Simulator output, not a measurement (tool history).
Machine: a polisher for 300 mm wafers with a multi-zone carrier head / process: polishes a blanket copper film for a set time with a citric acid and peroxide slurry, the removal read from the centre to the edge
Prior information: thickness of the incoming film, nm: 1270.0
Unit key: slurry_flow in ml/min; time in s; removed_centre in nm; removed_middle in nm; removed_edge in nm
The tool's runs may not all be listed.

{"run": 1, "hour": 0.0, "slurry_flow": 285, "centre_zone": 1.0, "middle_zone": 1.0, "edge_zone": 1.0, "slurry_solids": 1.0, "time": 48, "removed_centre": 69.402, "removed_middle": 70.108, "removed_edge": 70.399}
{"run": 2, "hour": 1.4, "slurry_flow": 285, "centre_zone": 1.0, "middle_zone": 0.97, "edge_zone": 1.0, "slurry_solids": 1.0, "time": 48, "removed_centre": 70.336, "removed_middle": 68.004, "removed_edge": 69.945}
{"run": 3, "hour": 8.8, "slurry_flow": 285, "centre_zone": 1.0, "middle_zone": 0.98, "edge_zone": 1.05, "slurry_solids": 1.15, "time": 50, "removed_centre": 72.975, "removed_middle": 74.068, "removed_edge": 77.967}
{"run": 4, "hour": 13.3, "slurry_flow": 285, "centre_zone": 1.0, "middle_zone": 0.98, "edge_zone": 1.05, "slurry_solids": 1.15, "time": 41, "removed_centre": 60.837, "removed_middle": 60.331, "removed_edge": 63.206}
{"run": 5, "hour": 22.0, "slurry_flow": 285, "centre_zone": 1.0, "middle_zone": 0.95, "edge_zone": 1.05, "slurry_solids": 1.15, "time": 41, "removed_centre": 60.83, "removed_middle": 59.254, "removed_edge": 63.248}
{"run": 6, "hour": 24.8, "slurry_flow": 290, "centre_zone": 1.02, "middle_zone": 0.97, "edge_zone": 1.08, "slurry_solids": 1.25, "time": 45, "removed_centre": 69.166, "removed_middle": 67.311, "removed_edge": 71.473}
{"run": 7, "hour": 26.5, "slurry_flow": 285, "centre_zone": 1.02, "middle_zone": 0.97, "edge_zone": 1.1, "slurry_solids": 1.3, "time": 48, "removed_centre": 74.716, "removed_middle": 71.402, "removed_edge": 78.845}
{"run": 8, "hour": 33.7, "slurry_flow": 285, "centre_zone": 1.03, "middle_zone": 0.99, "edge_zone": 1.12, "slurry_solids": 1.35, "time": 50, "removed_centre": 77.819, "removed_middle": 77.383, "removed_edge": 82.77}

The next listed run, before its measurement:
{"run": 9, "hour": 38.2, "slurry_flow": 295, "centre_zone": 1.04, "middle_zone": 0.99, "edge_zone": 1.14, "slurry_solids": 1.4, "time": 51, "removed_centre": "?", "removed_middle": "?", "removed_edge": "?"}

{"run 9": {"removed_centre": 82.861, "removed_middle": 78.835, "removed_edge": 86.699}}

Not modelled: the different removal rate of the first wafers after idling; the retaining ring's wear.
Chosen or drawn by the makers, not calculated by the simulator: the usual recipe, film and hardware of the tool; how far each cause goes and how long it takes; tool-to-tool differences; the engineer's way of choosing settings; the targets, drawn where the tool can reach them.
